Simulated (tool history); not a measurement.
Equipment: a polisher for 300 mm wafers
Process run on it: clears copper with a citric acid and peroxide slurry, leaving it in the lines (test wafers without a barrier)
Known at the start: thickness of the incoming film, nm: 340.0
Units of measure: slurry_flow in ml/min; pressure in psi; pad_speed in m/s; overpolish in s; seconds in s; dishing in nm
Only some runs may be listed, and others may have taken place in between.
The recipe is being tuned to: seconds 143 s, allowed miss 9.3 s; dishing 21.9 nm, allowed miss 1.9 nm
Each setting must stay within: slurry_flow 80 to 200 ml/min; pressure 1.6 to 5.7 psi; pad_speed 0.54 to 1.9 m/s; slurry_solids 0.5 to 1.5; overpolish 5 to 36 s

| run | hour | slurry_flow | pressure | pad_speed | slurry_solids | overpolish | seconds | dishing |
|---|---|---|---|---|---|---|---|---|
| 1 | 0 | 130 | 3.6 | 1.22 | 1 | 18 | 87.531 | 38.415 |
| 2 | 6.5 | 130 | 3.6 | 1.22 | 1 | 21 | 86.928 | 42.452 |
| 3 | 7.5 | 130 | 3.6 | 1.1 | 1 | 21 | 99.236 | 41.464 |
| 4 | 9.2 | 130 | 3.6 | 1.1 | 1 | 15 | 97.724 | 30.25 |
| 5 | 16.5 | 130 | 3.6 | 1.1 | 0.8 | 15 | 101.78 | 31.149 |
| 6 | 19.1 | 130 | 3.3 | 1.1 | 0.8 | 14 | 107.31 | 26.575 |
| 7 | 24.5 | 130 | 3 | 1.08 | 0.8 | 15 | 113.57 | 26.838 |
| 8 | 32.8 | 130 | 2.7 | 1.06 | 0.8 | 15 | 126.91 | 25.315 |
| 9 | 36.1 | 130 | 2.6 | 1.06 | 0.8 | 15 | 131.84 | 24.616 |
| 10 | 39.9 | 130 | 2.5 | 1.06 | 0.8 | 15 | 139.43 | 25.018 |
| 11 | 45 | 130 | 2.5 | 1.06 | 0.8 | 15 | 136.75 | 24.723 |

Exactly one of the 5 candidate moves below puts every result within its allowed miss. Which one?
| A | 50.1 | 90 | 1.6 | 1.42 | 0.75 | 19 | ? | ? |
| B | 50.1 | 130 | 1.9 | 1.16 | 0.9 | 14 | ? | ? |
| C | 50.1 | 110 | 2.1 | 1.18 | 0.75 | 23 | ? | ? |
| D | 50.1 | 150 | 1.9 | 1.28 | 0.75 | 17 | ? | ? |
| E | 50.1 | 140 | 2.4 | 1.1 | 0.75 | 18 | ? | ? |

| move | seconds | dishing |
|---|---|---|
| A | 146.86 | 25.3 |
| B | 142.35 | 20.406 |
| C | 140.04 | 30.591 |
| D | 130.49 | 25.582 |
| E | 130.16 | 27.005 |
A: further off than the last run
B: hits every target within its allowed miss
C: further off than the last run
D: further off than the last run
E: further off than the last run
So the answer is move B, the one that meets all the targets.
